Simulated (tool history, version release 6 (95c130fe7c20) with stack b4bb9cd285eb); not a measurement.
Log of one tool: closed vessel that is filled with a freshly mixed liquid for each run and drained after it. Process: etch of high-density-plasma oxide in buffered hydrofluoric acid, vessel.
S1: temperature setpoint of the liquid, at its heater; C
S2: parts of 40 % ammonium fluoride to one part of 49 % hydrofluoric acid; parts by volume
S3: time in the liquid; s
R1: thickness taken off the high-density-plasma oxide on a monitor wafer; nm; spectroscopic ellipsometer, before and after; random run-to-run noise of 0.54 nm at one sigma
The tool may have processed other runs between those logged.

run 1 hour=0 | S1=23 S2=17 S3=95 | R1=86.755
run 2 hour=6.6 | S1=24.5 S2=17 S3=95 | R1=94.515
run 3 hour=12.1 | S1=22.5 S2=17 S3=95 | R1=85.321
run 4 hour=20.7 | S1=22.5 S2=18.5 S3=95 | R1=78.881
run 5 hour=29.6 | S1=21 S2=18.5 S3=95 | R1=72.592
run 6 hour=38 | S1=21 S2=18.5 S3=100 | R1=74.876

Expected results for the next run?
run 7 hour=45.7 | S1=20 S2=18.5 S3=100 | R1=?

Logged for run 7: R1 71.128 nm.
